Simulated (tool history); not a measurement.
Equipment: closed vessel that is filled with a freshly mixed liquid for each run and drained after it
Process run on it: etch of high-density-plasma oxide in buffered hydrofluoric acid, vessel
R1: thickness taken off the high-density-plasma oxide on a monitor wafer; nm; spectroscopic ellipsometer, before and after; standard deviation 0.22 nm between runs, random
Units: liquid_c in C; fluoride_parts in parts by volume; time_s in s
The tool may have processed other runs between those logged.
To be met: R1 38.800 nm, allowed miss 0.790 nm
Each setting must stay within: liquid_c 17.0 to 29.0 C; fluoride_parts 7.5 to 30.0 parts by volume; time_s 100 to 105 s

run 1 hour=0.0 | liquid_c=21.0 fluoride_parts=20.5 time_s=100 | R1=45.298
run 2 hour=0.5 | liquid_c=20.0 fluoride_parts=20.5 time_s=100 | R1=43.105
run 3 hour=7.7 | liquid_c=19.5 fluoride_parts=20.5 time_s=100 | R1=41.176
run 4 hour=13.5 | liquid_c=19.5 fluoride_parts=20.5 time_s=105 | R1=43.605
run 5 hour=15.9 | liquid_c=19.5 fluoride_parts=17.0 time_s=105 | R1=52.025
run 6 hour=24.2 | liquid_c=17.0 fluoride_parts=17.0 time_s=105 | R1=45.062
run 7 hour=25.1 | liquid_c=17.0 fluoride_parts=18.0 time_s=105 | R1=42.479
run 8 hour=27.8 | liquid_c=17.0 fluoride_parts=18.5 time_s=105 | R1=41.740
run 9 hour=35.1 | liquid_c=17.0 fluoride_parts=19.0 time_s=105 | R1=40.844

Which of these 5 next moves meets every target?
run A hour=42.4 | liquid_c=17.0 fluoride_parts=17.5 time_s=105 | R1=?
run B hour=42.4 | liquid_c=17.0 fluoride_parts=18.0 time_s=100 | R1=?
run C hour=42.4 | liquid_c=17.0 fluoride_parts=20.0 time_s=100 | R1=?
run D hour=42.4 | liquid_c=17.0 fluoride_parts=19.0 time_s=100 | R1=?
run E hour=42.4 | liquid_c=17.0 fluoride_parts=17.0 time_s=100 | R1=?

move=A R1=43.723
move=B R1=40.498
move=C R1=36.491
move=D R1=38.390
move=E R1=42.850
A: misses by more than the last run did
B: closes in on the targets versus the last run, not all within tolerance yet
C: carries the result that was furthest off beyond its target, to the other side
D: all results land within tolerance of their targets
E: misses by more than the last run did
The move that meets every target is D.

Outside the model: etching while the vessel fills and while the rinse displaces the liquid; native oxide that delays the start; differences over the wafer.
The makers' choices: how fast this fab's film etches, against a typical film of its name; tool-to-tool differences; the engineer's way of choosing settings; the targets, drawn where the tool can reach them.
